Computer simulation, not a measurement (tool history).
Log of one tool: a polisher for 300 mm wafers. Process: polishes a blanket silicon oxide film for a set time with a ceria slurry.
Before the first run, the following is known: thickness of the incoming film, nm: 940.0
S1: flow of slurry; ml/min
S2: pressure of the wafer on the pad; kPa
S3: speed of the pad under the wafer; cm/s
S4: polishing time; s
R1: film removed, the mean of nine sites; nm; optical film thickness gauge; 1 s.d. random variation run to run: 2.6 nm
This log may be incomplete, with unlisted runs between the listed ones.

run	hour	S1	S2	S3	S4	R1
1	0	240	20	118	77	321.81
2	6.2	240	23.4	118	77	366.09
3	9.6	240	18.6	118	77	307.82
4	16.3	240	16.5	118	77	278.99
5	19.8	240	16.5	146	77	336.94
6	26.4	240	20	146	77	393.95
7	32.8	240	16.5	144	77	337.14

The next listed run, before its measurement:
8	41.6	240	14.5	142	77	?

R1: 296.87 nm
